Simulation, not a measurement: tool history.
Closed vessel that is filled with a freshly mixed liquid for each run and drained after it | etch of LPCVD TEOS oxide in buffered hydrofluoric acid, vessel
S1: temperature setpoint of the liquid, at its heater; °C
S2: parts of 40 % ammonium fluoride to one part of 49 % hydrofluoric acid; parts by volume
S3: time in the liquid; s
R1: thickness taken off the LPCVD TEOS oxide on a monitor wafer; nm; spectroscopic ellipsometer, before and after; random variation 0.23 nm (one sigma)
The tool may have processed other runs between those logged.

| run | hour | S1 | S2 | S3 | R1 |
|---|---|---|---|---|---|
| 1 | 0.0 | 24.0 | 18.0 | 95 | 99.153 |
| 2 | 2.4 | 22.5 | 18.5 | 95 | 89.062 |
| 3 | 8.7 | 22.5 | 21.5 | 95 | 76.667 |
| 4 | 12.0 | 21.5 | 21.5 | 95 | 72.326 |
| 5 | 16.9 | 20.5 | 21.5 | 95 | 69.245 |
| 6 | 21.1 | 20.5 | 18.5 | 95 | 79.490 |
| 7 | 26.0 | 20.0 | 19.0 | 95 | 75.518 |

Run 8 is up next; what results do you expect?
| 8 | 33.0 | 19.5 | 19.5 | 95 | ? |

R1: 71.081 nm

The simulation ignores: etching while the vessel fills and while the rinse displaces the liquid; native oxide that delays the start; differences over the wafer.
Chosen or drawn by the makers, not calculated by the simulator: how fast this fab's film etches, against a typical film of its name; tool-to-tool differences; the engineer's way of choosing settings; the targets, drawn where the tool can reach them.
